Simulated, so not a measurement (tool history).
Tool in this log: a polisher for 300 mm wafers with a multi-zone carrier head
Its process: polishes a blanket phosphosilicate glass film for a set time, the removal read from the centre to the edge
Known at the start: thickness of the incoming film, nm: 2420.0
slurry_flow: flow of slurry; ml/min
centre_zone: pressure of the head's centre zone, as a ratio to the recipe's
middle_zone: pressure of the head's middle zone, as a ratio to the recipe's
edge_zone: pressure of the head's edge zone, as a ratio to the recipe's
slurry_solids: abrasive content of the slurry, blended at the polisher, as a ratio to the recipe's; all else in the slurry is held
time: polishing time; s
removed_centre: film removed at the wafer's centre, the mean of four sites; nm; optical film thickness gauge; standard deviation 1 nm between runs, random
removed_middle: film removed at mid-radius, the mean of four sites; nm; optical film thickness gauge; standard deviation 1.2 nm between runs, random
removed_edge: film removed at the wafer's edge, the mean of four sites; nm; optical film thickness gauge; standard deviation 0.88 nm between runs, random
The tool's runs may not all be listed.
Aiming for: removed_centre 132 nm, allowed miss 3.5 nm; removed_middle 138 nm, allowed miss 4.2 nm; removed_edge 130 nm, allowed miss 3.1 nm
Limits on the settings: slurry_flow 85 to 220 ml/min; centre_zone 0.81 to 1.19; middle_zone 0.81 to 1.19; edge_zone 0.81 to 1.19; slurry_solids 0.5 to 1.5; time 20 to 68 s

run  hour  slurry_flow  centre_zone  middle_zone  edge_zone  slurry_solids  time  removed_centre  removed_middle  removed_edge
  1     0          140            1            1          1              1    44          266.34          265.15        263.84
  2     4          135         0.98         0.99       0.96           0.85    40          214.68           219.6        214.46
  3   9.6          135         1.04         0.99       0.96           0.85    40          228.61          217.78        212.18
  4  12.6          135         1.07         0.99       0.96           0.85    40           235.8          218.21        211.81
  5  13.5          135         1.07         0.99       0.96           0.65    40          199.24           187.6        180.59
  6  17.7          130         1.04         0.98       0.94            0.6    38          172.04          163.36        159.73
  7  23.2          120         1.01         0.98       0.91            0.6    38          163.86          160.17        153.66
  8  31.8          110         0.98         0.97       0.89            0.6    38          154.34          156.51        150.92
  9  35.1          105         0.97         0.97       0.87            0.6    38          149.68          153.45        147.41
 10  37.7          100         0.97         0.97       0.85            0.6    38          146.58          148.42        147.16
 11  39.9          105         0.97         0.98       0.84           0.55    37             137          138.96        135.24

Which of these 5 next moves meets every target?
  A  42.1           95         1.02         0.99       0.81            0.6    35               ?               ?             ?
  B  42.1          125         0.96            1       0.88           0.95    24               ?               ?             ?
  C  42.1          130         0.93         0.88       0.85            0.7    32               ?               ?             ?
  D  42.1          160         0.97         0.97       0.86           0.55    33               ?               ?             ?
  E  42.1          140         0.98         0.95       0.94            0.5    35               ?               ?             ?

move  removed_centre  removed_middle  removed_edge
   A          140.69          137.02        130.24
   B          131.76          135.96        129.28
   C           144.2          138.03        143.66
   D           138.3          136.71        130.05
   E          133.53          128.81        130.73
A: brings the result that was furthest off to its target, and leaves another outside
B: hits every target within its allowed miss
C: further off than the last run
D: brings the result that was furthest off to its target, and leaves another outside
E: brings the result that was furthest off to its target, and leaves another outside
So the answer is move B, the one that meets all the targets.

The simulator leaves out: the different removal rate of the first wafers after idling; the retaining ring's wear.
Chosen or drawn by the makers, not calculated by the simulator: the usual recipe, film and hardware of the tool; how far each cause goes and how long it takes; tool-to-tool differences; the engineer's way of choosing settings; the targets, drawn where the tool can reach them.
